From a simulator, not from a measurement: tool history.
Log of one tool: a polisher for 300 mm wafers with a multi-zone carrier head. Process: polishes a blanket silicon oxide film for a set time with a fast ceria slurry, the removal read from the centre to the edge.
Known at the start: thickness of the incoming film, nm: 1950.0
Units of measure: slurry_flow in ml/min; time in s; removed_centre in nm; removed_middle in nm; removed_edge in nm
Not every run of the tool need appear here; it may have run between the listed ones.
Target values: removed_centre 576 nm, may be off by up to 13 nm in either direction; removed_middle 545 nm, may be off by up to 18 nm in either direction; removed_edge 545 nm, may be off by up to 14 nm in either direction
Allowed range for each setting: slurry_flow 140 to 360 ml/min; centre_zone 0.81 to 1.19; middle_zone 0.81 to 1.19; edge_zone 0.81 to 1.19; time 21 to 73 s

{"run": 1, "hour": 0.0, "slurry_flow": 230, "centre_zone": 1, "middle_zone": 1, "edge_zone": 1, "time": 47, "removed_centre": 600.33, "removed_middle": 610.07, "removed_edge": 633.51}
{"run": 2, "hour": 5.5, "slurry_flow": 230, "centre_zone": 1, "middle_zone": 1, "edge_zone": 0.93, "time": 47, "removed_centre": 595.03, "removed_middle": 602.96, "removed_edge": 608.69}
{"run": 3, "hour": 14.5, "slurry_flow": 230, "centre_zone": 1, "middle_zone": 1.04, "edge_zone": 0.93, "time": 47, "removed_centre": 604.28, "removed_middle": 624.96, "removed_edge": 616.8}
{"run": 4, "hour": 21.6, "slurry_flow": 230, "centre_zone": 1, "middle_zone": 1.04, "edge_zone": 0.93, "time": 53, "removed_centre": 673.7, "removed_middle": 697.69, "removed_edge": 690.09}
{"run": 5, "hour": 26.3, "slurry_flow": 230, "centre_zone": 0.94, "middle_zone": 1.04, "edge_zone": 0.93, "time": 53, "removed_centre": 629.32, "removed_middle": 706.85, "removed_edge": 674.73}
{"run": 6, "hour": 30.6, "slurry_flow": 230, "centre_zone": 0.94, "middle_zone": 1.04, "edge_zone": 0.93, "time": 43, "removed_centre": 516.17, "removed_middle": 566.74, "removed_edge": 553.05}
{"run": 7, "hour": 37.2, "slurry_flow": 250, "centre_zone": 0.97, "middle_zone": 1.02, "edge_zone": 0.9, "time": 43, "removed_centre": 541.73, "removed_middle": 566.79, "removed_edge": 549.05}
{"run": 8, "hour": 45.5, "slurry_flow": 260, "centre_zone": 0.98, "middle_zone": 1, "edge_zone": 0.89, "time": 43, "removed_centre": 546.54, "removed_middle": 569.73, "removed_edge": 550.78}
{"run": 9, "hour": 49.5, "slurry_flow": 260, "centre_zone": 1, "middle_zone": 0.98, "edge_zone": 0.88, "time": 43, "removed_centre": 552.86, "removed_middle": 542.79, "removed_edge": 547.36}
{"run": 10, "hour": 56.6, "slurry_flow": 260, "centre_zone": 1, "middle_zone": 0.98, "edge_zone": 0.88, "time": 43, "removed_centre": 558.27, "removed_middle": 547.76, "removed_edge": 550.11}

Exactly one of the 4 candidate moves below puts every result within its allowed miss. Which one?
{"run": "A", "hour": 63.7, "slurry_flow": 285, "centre_zone": 0.96, "middle_zone": 1.01, "edge_zone": 0.89, "time": 46, "removed_centre": "?", "removed_middle": "?", "removed_edge": "?"}
{"run": "B", "hour": 63.7, "slurry_flow": 250, "centre_zone": 1.04, "middle_zone": 0.91, "edge_zone": 0.92, "time": 45, "removed_centre": "?", "removed_middle": "?", "removed_edge": "?"}
{"run": "C", "hour": 63.7, "slurry_flow": 270, "centre_zone": 1.05, "middle_zone": 1.03, "edge_zone": 0.91, "time": 45, "removed_centre": "?", "removed_middle": "?", "removed_edge": "?"}
{"run": "D", "hour": 63.7, "slurry_flow": 290, "centre_zone": 1.05, "middle_zone": 0.98, "edge_zone": 0.89, "time": 42, "removed_centre": "?", "removed_middle": "?", "removed_edge": "?"}

move=A removed_centre=582.94 removed_middle=607.56 removed_edge=582.3
move=B removed_centre=610.21 removed_middle=538.34 removed_edge=574.29
move=C removed_centre=621.15 removed_middle=601.29 removed_edge=573.35
move=D removed_centre=583.34 removed_middle=541.31 removed_edge=532.45
A: puts the biggest miss on target and leaves a different result outside tolerance
B: takes the result that was furthest off past its target
C: takes the result that was furthest off past its target
D: all results in spec
The right move is D.
